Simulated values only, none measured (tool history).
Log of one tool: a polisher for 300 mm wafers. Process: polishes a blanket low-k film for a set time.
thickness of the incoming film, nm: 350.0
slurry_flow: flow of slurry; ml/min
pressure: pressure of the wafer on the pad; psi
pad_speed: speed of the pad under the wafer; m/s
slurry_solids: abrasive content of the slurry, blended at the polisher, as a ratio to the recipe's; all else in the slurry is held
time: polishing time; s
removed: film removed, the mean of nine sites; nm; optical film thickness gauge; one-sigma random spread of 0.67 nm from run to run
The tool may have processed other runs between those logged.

{"run": 1, "hour": 0.0, "slurry_flow": 205, "pressure": 2.4, "pad_speed": 1, "slurry_solids": 1, "time": 54, "removed": 26.129}
{"run": 2, "hour": 6.3, "slurry_flow": 205, "pressure": 2.4, "pad_speed": 0.9, "slurry_solids": 1, "time": 54, "removed": 24.399}
{"run": 3, "hour": 9.6, "slurry_flow": 205, "pressure": 2.8, "pad_speed": 1.04, "slurry_solids": 1, "time": 54, "removed": 31.869}
{"run": 4, "hour": 14.3, "slurry_flow": 205, "pressure": 3.1, "pad_speed": 1.14, "slurry_solids": 1, "time": 54, "removed": 38.241}
{"run": 5, "hour": 15.1, "slurry_flow": 205, "pressure": 3.3, "pad_speed": 1.22, "slurry_solids": 1, "time": 54, "removed": 41.669}
{"run": 6, "hour": 16.4, "slurry_flow": 235, "pressure": 3.3, "pad_speed": 1.22, "slurry_solids": 1, "time": 54, "removed": 42.398}
{"run": 7, "hour": 24.8, "slurry_flow": 235, "pressure": 3.4, "pad_speed": 1.3, "slurry_solids": 1, "time": 54, "removed": 45.873}
{"run": 8, "hour": 29.7, "slurry_flow": 235, "pressure": 3.5, "pad_speed": 1.36, "slurry_solids": 1, "time": 54, "removed": 49.357}
{"run": 9, "hour": 36.6, "slurry_flow": 235, "pressure": 3.6, "pad_speed": 1.42, "slurry_solids": 1, "time": 54, "removed": 52.409}
{"run": 10, "hour": 45.5, "slurry_flow": 235, "pressure": 3.6, "pad_speed": 1.46, "slurry_solids": 1, "time": 54, "removed": 54.276}
{"run": 11, "hour": 52.9, "slurry_flow": 235, "pressure": 3.6, "pad_speed": 1.48, "slurry_solids": 1, "time": 54, "removed": 53.941}
{"run": 12, "hour": 54.2, "slurry_flow": 235, "pressure": 3.6, "pad_speed": 1.5, "slurry_solids": 1, "time": 54, "removed": 54.153}
{"run": 13, "hour": 56.6, "slurry_flow": 235, "pressure": 3.6, "pad_speed": 1.5, "slurry_solids": 1, "time": 54, "removed": 55.655}
{"run": 14, "hour": 60.0, "slurry_flow": 235, "pressure": 3.6, "pad_speed": 1.52, "slurry_solids": 1, "time": 54, "removed": 56.72}
{"hour": 63.7, "done": "worn pad replaced by a new one"}
{"run": 15, "hour": 63.7, "slurry_flow": 235, "pressure": 3.7, "pad_speed": 1.54, "slurry_solids": 1, "time": 54, "removed": 63.129}

Expected results for the next run?
{"run": 16, "hour": 67.8, "slurry_flow": 240, "pressure": 3.7, "pad_speed": 1.54, "slurry_solids": 1, "time": 54, "removed": "?"}

Logged for run 16: removed 62.794 nm.

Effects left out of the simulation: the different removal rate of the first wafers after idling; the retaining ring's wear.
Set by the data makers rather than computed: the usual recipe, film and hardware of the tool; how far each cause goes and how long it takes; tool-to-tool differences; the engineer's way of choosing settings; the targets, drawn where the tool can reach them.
